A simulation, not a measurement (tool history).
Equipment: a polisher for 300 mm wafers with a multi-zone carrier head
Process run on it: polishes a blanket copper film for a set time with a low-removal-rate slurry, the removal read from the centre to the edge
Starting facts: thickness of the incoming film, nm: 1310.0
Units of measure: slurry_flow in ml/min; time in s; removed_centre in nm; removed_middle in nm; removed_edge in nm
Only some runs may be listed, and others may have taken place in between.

run 1 hour=0.0 | slurry_flow=165 centre_zone=1.00 middle_zone=1.00 edge_zone=1.00 slurry_solids=1.00 time=76 | removed_centre=291.11 removed_middle=295.48 removed_edge=295.34
run 2 hour=1.7 | slurry_flow=150 centre_zone=0.94 middle_zone=1.00 edge_zone=0.98 slurry_solids=0.85 time=74 | removed_centre=248.89 removed_middle=272.94 removed_edge=275.42
run 3 hour=6.6 | slurry_flow=150 centre_zone=0.87 middle_zone=1.00 edge_zone=0.98 slurry_solids=0.85 time=74 | removed_centre=232.67 removed_middle=269.62 removed_edge=277.31
run 4 hour=13.5 | slurry_flow=150 centre_zone=0.87 middle_zone=1.00 edge_zone=0.98 slurry_solids=1.00 time=74 | removed_centre=243.50 removed_middle=277.32 removed_edge=288.70
run 5 hour=18.7 | slurry_flow=150 centre_zone=0.92 middle_zone=1.00 edge_zone=0.98 slurry_solids=1.00 time=74 | removed_centre=253.58 removed_middle=278.57 removed_edge=286.21
run 6 hour=20.1 | slurry_flow=150 centre_zone=0.92 middle_zone=1.00 edge_zone=0.98 slurry_solids=1.10 time=74 | removed_centre=261.94 removed_middle=278.39 removed_edge=289.34
run 7 hour=29.1 | slurry_flow=140 centre_zone=0.89 middle_zone=1.00 edge_zone=0.94 slurry_solids=0.90 time=73 | removed_centre=232.04 removed_middle=264.12 removed_edge=261.85
run 8 hour=36.4 | slurry_flow=130 centre_zone=0.86 middle_zone=1.00 edge_zone=0.93 slurry_solids=0.80 time=73 | removed_centre=216.67 removed_middle=254.08 removed_edge=255.65

The next listed run, before its measurement:
run 9 hour=43.9 | slurry_flow=120 centre_zone=0.84 middle_zone=1.01 edge_zone=0.91 slurry_solids=0.75 time=73 | removed_centre=? removed_middle=? removed_edge=?

removed_centre: 206.21 nm
removed_middle: 250.02 nm
removed_edge: 245.21 nm
